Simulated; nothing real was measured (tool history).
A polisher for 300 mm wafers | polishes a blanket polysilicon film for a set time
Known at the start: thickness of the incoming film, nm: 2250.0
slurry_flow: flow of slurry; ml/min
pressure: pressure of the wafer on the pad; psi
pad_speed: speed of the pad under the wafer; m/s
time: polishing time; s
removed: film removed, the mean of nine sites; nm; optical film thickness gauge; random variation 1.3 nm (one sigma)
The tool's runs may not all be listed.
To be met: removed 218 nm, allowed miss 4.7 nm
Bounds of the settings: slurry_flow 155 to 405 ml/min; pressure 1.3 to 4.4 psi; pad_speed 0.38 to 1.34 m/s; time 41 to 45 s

Run 1, hour 0: slurry_flow 260 ml/min, pressure 2.8 psi, pad_speed 0.86 m/s, time 45 s. Result: removed 334.22 nm.
Run 2, hour 6.5: slurry_flow 260 ml/min, pressure 2.8 psi, pad_speed 0.86 m/s, time 41 s. Result: removed 306.42 nm.
Run 3, hour 14.1: slurry_flow 260 ml/min, pressure 2.8 psi, pad_speed 0.72 m/s, time 41 s. Result: removed 267.55 nm.
Run 4, hour 21: slurry_flow 260 ml/min, pressure 3.5 psi, pad_speed 0.72 m/s, time 41 s. Result: removed 320.45 nm.
Run 5, hour 29: slurry_flow 260 ml/min, pressure 3.5 psi, pad_speed 0.72 m/s, time 45 s. Result: removed 348.79 nm.
Run 6, hour 34.3: slurry_flow 285 ml/min, pressure 3.5 psi, pad_speed 0.72 m/s, time 45 s. Result: removed 353.71 nm.
Run 7, hour 43.2: slurry_flow 270 ml/min, pressure 3.2 psi, pad_speed 0.72 m/s, time 45 s. Result: removed 328.84 nm.
Run 8, hour 46.7: slurry_flow 255 ml/min, pressure 2.9 psi, pad_speed 0.72 m/s, time 45 s. Result: removed 300.75 nm.
Run 9, hour 52.8: slurry_flow 255 ml/min, pressure 2.6 psi, pad_speed 0.72 m/s, time 45 s. Result: removed 277.61 nm.
Run 10, hour 61.5: slurry_flow 250 ml/min, pressure 2.4 psi, pad_speed 0.72 m/s, time 45 s. Result: removed 263.49 nm.
Run 11, hour 66.4: slurry_flow 250 ml/min, pressure 2.2 psi, pad_speed 0.72 m/s, time 45 s. Result: removed 247.32 nm.
Run 12, hour 68.7: slurry_flow 250 ml/min, pressure 2.1 psi, pad_speed 0.72 m/s, time 45 s. Result: removed 237.14 nm.
Run 13, hour 77.7: slurry_flow 250 ml/min, pressure 2 psi, pad_speed 0.72 m/s, time 45 s. Result: removed 231.79 nm.
Run 14, hour 79: slurry_flow 250 ml/min, pressure 1.9 psi, pad_speed 0.72 m/s, time 45 s. Result: removed 224.7 nm.

Which of these 5 next moves meets every target?
Run A, hour 80.3: slurry_flow 260 ml/min, pressure 2.1 psi, pad_speed 0.76 m/s, time 41 s. Result: removed ?.
Run B, hour 80.3: slurry_flow 245 ml/min, pressure 2.1 psi, pad_speed 0.72 m/s, time 43 s. Result: removed ?.
Run C, hour 80.3: slurry_flow 190 ml/min, pressure 2.4 psi, pad_speed 0.6 m/s, time 44 s. Result: removed ?.
Run D, hour 80.3: slurry_flow 260 ml/min, pressure 1.8 psi, pad_speed 0.82 m/s, time 43 s. Result: removed ?.
Run E, hour 80.3: slurry_flow 255 ml/min, pressure 1.8 psi, pad_speed 0.84 m/s, time 42 s. Result: removed ?.

move  removed
   A   229.07
   B   229.42
   C   218.85
   D    229.2
   E   227.42
A: further off than the last run
B: further off than the last run
C: meets every target
D: further off than the last run
E: further off than the last run
The right move is C.

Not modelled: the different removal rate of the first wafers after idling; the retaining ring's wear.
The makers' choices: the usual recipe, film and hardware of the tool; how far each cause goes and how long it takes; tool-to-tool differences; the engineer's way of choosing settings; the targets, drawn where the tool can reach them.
